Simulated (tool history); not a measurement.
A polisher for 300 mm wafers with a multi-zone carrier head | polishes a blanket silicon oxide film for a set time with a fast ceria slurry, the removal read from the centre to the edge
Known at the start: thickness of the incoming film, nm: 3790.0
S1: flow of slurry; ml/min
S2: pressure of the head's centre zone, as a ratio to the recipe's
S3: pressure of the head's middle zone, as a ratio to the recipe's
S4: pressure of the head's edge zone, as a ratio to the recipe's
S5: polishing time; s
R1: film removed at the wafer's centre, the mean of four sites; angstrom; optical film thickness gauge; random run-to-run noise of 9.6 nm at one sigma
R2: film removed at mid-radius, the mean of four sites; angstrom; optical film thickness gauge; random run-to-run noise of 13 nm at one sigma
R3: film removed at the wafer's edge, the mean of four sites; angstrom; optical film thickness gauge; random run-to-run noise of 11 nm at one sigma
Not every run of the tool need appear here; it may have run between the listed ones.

run  hour   S1    S2    S3    S4  S5       R1       R2       R3
  1   0.0  235  1.00  1.00  1.00  82   9979.7   9953.4   9858.3
  2   7.2  235  1.00  1.00  1.00  70   8632.6   8483.3   8376.8
  3  14.9  235  0.96  1.00  1.00  70   8298.7   8644.1   8528.5
  4  21.1  235  1.00  1.00  1.00  70   8507.6   8524.6   8290.1
  5  29.0  245  1.00  1.00  1.04  78   9657.5   9444.5   9647.7
  6  35.0  260  1.00  1.02  1.08  82  10127.0  10107.0  10329.0
  7  40.2  265  1.00  1.02  1.10  87  10846.0  10749.0  11147.0
  8  46.7  270  1.00  1.03  1.12  90  11039.0  11424.0  11642.0

Estimate the outcome of run 9 from the log above:
  9  49.9  290  1.05  0.98  1.19  100   ?   ?   ?

R1: 13151.0 angstrom
R2: 12238.0 angstrom
R3: 13323.0 angstrom
